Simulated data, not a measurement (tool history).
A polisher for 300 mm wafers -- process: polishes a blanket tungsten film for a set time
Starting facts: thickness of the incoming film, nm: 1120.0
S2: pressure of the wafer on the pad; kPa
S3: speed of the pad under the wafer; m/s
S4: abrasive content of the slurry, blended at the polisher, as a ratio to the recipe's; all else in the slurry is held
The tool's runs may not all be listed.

Run 1, day 0.000: flow of slurry (ml/min) 310, S2 19.3 kPa, S3 0.82 m/s, S4 1.0, polishing time (s) 56. Result: film removed (angstrom) 1595.2.
Run 2, day 0.188: flow of slurry (ml/min) 375, S2 19.3 kPa, S3 0.82 m/s, S4 1.0, polishing time (s) 56. Result: film removed (angstrom) 1613.4.
Run 3, day 0.417: flow of slurry (ml/min) 375, S2 22.1 kPa, S3 0.82 m/s, S4 1.0, polishing time (s) 56. Result: film removed (angstrom) 1844.4.
Run 4, day 0.475: flow of slurry (ml/min) 375, S2 22.1 kPa, S3 0.82 m/s, S4 1.0, polishing time (s) 56. Result: film removed (angstrom) 1855.2.
Run 5, day 0.683: flow of slurry (ml/min) 375, S2 24.1 kPa, S3 0.82 m/s, S4 1.0, polishing time (s) 56. Result: film removed (angstrom) 2030.6.
Run 6, day 0.854: flow of slurry (ml/min) 375, S2 25.5 kPa, S3 0.82 m/s, S4 1.0, polishing time (s) 56. Result: film removed (angstrom) 2125.8.

Run 7 comes next. What will it give?
Run 7, day 1.038: flow of slurry (ml/min) 375, S2 26.9 kPa, S3 0.82 m/s, S4 1.0, polishing time (s) 56. Result: film removed (angstrom) ?.

{"run 7": {"film removed (angstrom)": 2253.1}}
